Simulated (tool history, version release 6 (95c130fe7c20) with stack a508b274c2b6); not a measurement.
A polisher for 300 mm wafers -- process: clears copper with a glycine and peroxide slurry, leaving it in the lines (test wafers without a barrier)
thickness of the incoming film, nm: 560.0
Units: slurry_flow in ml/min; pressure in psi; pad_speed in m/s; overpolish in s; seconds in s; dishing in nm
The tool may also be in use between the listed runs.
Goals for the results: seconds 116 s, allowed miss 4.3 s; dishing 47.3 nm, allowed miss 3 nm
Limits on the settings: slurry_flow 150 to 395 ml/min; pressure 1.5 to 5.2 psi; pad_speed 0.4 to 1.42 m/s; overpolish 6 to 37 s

Run 1, hour 0: slurry_flow 250 ml/min, pressure 3.3 psi, pad_speed 0.9 m/s, overpolish 19 s. Result: seconds 92.376 s, dishing 64.255 nm.
Run 2, hour 0.7: slurry_flow 250 ml/min, pressure 3.6 psi, pad_speed 0.9 m/s, overpolish 19 s. Result: seconds 87.506 s, dishing 68.175 nm.
Run 3, hour 4: slurry_flow 250 ml/min, pressure 3.6 psi, pad_speed 1 m/s, overpolish 19 s. Result: seconds 78.556 s, dishing 70.978 nm.
Run 4, hour 6.1: slurry_flow 250 ml/min, pressure 4.2 psi, pad_speed 1 m/s, overpolish 19 s. Result: seconds 71.483 s, dishing 81.053 nm.
Run 5, hour 11: slurry_flow 250 ml/min, pressure 4.2 psi, pad_speed 1 m/s, overpolish 16 s. Result: seconds 70.588 s, dishing 68.374 nm.
Run 6, hour 19.7: slurry_flow 250 ml/min, pressure 3.4 psi, pad_speed 0.98 m/s, overpolish 17 s. Result: seconds 81.392 s, dishing 63.341 nm.
Run 7, hour 27.4: slurry_flow 250 ml/min, pressure 3.4 psi, pad_speed 0.98 m/s, overpolish 17 s. Result: seconds 82.981 s, dishing 60.879 nm.
Run 8, hour 29.3: slurry_flow 245 ml/min, pressure 2.4 psi, pad_speed 0.96 m/s, overpolish 18 s. Result: seconds 110.51 s, dishing 51.64 nm.

Which one of the following 5 next-run settings gets every result inside its allowed miss? There is exactly one.
Run A, hour 31.2: slurry_flow 280 ml/min, pressure 2.1 psi, pad_speed 0.98 m/s, overpolish 17 s. Result: seconds ?, dishing ?.
Run B, hour 31.2: slurry_flow 180 ml/min, pressure 2.6 psi, pad_speed 1 m/s, overpolish 20 s. Result: seconds ?, dishing ?.
Run C, hour 31.2: slurry_flow 260 ml/min, pressure 2.9 psi, pad_speed 0.84 m/s, overpolish 17 s. Result: seconds ?, dishing ?.
Run D, hour 31.2: slurry_flow 235 ml/min, pressure 2.4 psi, pad_speed 0.98 m/s, overpolish 16 s. Result: seconds ?, dishing ?.
Run E, hour 31.2: slurry_flow 240 ml/min, pressure 2.7 psi, pad_speed 0.9 m/s, overpolish 19 s. Result: seconds ?, dishing ?.

move  seconds  dishing
   A   115.41   47.685
   B   104.44   59.468
   C   105.88   51.903
   D    107.8   48.154
   E   106.24   56.528
A: meets every target
B: the biggest miss grows against the last run
C: the biggest miss grows against the last run
D: puts the biggest miss on target and leaves a different result outside tolerance
E: the biggest miss grows against the last run
Move A is the one to make.

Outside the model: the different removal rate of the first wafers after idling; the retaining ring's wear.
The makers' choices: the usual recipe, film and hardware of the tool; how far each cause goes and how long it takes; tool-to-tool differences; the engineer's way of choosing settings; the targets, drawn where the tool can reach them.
